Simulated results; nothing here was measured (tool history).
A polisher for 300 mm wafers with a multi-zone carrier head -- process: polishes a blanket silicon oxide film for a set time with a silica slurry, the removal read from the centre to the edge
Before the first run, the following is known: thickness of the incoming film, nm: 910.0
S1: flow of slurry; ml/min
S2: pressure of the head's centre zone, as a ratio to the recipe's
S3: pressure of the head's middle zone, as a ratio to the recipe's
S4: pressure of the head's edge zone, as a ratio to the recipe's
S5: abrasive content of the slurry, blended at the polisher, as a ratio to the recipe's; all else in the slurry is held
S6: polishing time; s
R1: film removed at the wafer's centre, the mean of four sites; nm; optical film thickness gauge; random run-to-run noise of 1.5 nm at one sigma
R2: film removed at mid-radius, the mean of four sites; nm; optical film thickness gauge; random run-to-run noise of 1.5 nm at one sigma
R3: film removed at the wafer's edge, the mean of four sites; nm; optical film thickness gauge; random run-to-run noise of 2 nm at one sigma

{"run": 1, "hour": 0.0, "S1": 260, "S2": 1.0, "S3": 1.0, "S4": 1.0, "S5": 1.0, "S6": 79, "R1": 243.97, "R2": 227.94, "R3": 229.91}
{"run": 2, "hour": 6.8, "S1": 255, "S2": 0.95, "S3": 1.01, "S4": 0.98, "S5": 0.85, "S6": 74, "R1": 193.79, "R2": 199.79, "R3": 201.57}
{"run": 3, "hour": 10.0, "S1": 255, "S2": 1.03, "S3": 1.01, "S4": 0.98, "S5": 0.85, "S6": 74, "R1": 210.65, "R2": 201.45, "R3": 206.3}
{"run": 4, "hour": 10.5, "S1": 255, "S2": 1.1, "S3": 1.01, "S4": 0.98, "S5": 0.85, "S6": 74, "R1": 223.66, "R2": 200.93, "R3": 202.79}
{"run": 5, "hour": 18.4, "S1": 255, "S2": 1.18, "S3": 1.01, "S4": 0.98, "S5": 0.85, "S6": 74, "R1": 234.78, "R2": 201.4, "R3": 195.02}
{"run": 6, "hour": 21.4, "S1": 250, "S2": 1.12, "S3": 1.05, "S4": 0.97, "S5": 0.75, "S6": 68, "R1": 201.6, "R2": 180.02, "R3": 177.14}
{"run": 7, "hour": 22.3, "S1": 250, "S2": 1.04, "S3": 1.09, "S4": 0.94, "S5": 0.7, "S6": 65, "R1": 172.97, "R2": 172.78, "R3": 157.91}
{"run": 8, "hour": 23.8, "S1": 245, "S2": 0.99, "S3": 1.08, "S4": 0.93, "S5": 0.65, "S6": 65, "R1": 160.54, "R2": 164.71, "R3": 153.7}
{"run": 9, "hour": 29.7, "S1": 240, "S2": 0.94, "S3": 1.08, "S4": 0.92, "S5": 0.6, "S6": 65, "R1": 145.71, "R2": 160.26, "R3": 147.28}
{"run": 10, "hour": 34.5, "S1": 235, "S2": 0.91, "S3": 1.07, "S4": 0.91, "S5": 0.6, "S6": 65, "R1": 142.89, "R2": 157.6, "R3": 146.1}
{"run": 11, "hour": 39.9, "S1": 235, "S2": 0.91, "S3": 1.07, "S4": 0.91, "S5": 0.6, "S6": 65, "R1": 143.6, "R2": 157.23, "R3": 142.37}
{"run": 12, "hour": 47.9, "S1": 235, "S2": 0.91, "S3": 1.07, "S4": 0.91, "S5": 0.6, "S6": 65, "R1": 143.62, "R2": 159.16, "R3": 144.6}
{"run": 13, "hour": 53.7, "S1": 230, "S2": 0.88, "S3": 1.06, "S4": 0.92, "S5": 0.6, "S6": 65, "R1": 136.82, "R2": 153.6, "R3": 148.12}
{"run": 14, "hour": 59.4, "S1": 215, "S2": 0.83, "S3": 1.08, "S4": 0.86, "S5": 0.5, "S6": 65, "R1": 116.12, "R2": 148.27, "R3": 130.86}

Run 15 comes next. What will it give?
{"run": 15, "hour": 62.8, "S1": 220, "S2": 0.84, "S3": 1.07, "S4": 0.87, "S5": 0.5, "S6": 65, "R1": "?", "R2": "?", "R3": "?"}

R1: 119.33 nm
R2: 144.40 nm
R3: 128.61 nm
